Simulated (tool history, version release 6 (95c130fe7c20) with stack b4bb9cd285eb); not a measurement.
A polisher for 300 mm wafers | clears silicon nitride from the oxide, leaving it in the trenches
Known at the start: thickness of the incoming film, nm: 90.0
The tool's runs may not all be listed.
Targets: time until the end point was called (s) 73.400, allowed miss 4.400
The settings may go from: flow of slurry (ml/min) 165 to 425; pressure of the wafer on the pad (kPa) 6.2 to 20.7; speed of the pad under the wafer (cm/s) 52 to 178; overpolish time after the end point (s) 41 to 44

run  hour  flow of slurry (ml/min)  pressure of the wafer on the pad (kPa)  speed of the pad under the wafer (cm/s)  overpolish time after the end point (s)  time until the end point was called (s)
  1   0.0                      275                                    13.1                                      114                                       41                                  152.960
  2   7.5                      275                                    15.2                                      114                                       41                                  129.400
  3  15.8                      275                                    15.9                                      116                                       41                                  122.450
  4  19.4                      275                                    16.5                                      118                                       41                                  118.700
  5  25.6                      275                                    17.2                                      122                                       41                                  108.310
  6  34.2                      275                                    17.2                                      122                                       41                                  109.940
  7  43.1                      275                                    17.9                                      126                                       41                                  101.070
  8  51.2                      275                                    18.6                                      128                                       41                                   94.429
  9  55.1                      275                                    18.6                                      130                                       41                                   90.676
 10  58.6                      275                                    20.7                                      138                                       41                                   79.971
 11  61.4                      275                                    20.7                                      138                                       41                                   80.697
 12  64.8                      275                                    20.7                                      140                                       41                                   81.963

Which of these 5 next moves meets every target?
  A  68.2                      275                                    19.3                                      140                                       44                                        ?
  B  68.2                      335                                    20.7                                      172                                       44                                        ?
  C  68.2                      225                                    20.7                                      158                                       44                                        ?
  D  68.2                      215                                    19.3                                      132                                       41                                        ?
  E  68.2                      260                                    18.6                                      134                                       41                                        ?

move  time until the end point was called (s)
   A                                   85.002
   B                                   63.472
   C                                   72.640
   D                                   93.311
   E                                   92.613
A: further off than the last run
B: takes the result that was furthest off past its target
C: meets every target
D: further off than the last run
E: further off than the last run
Answer: C
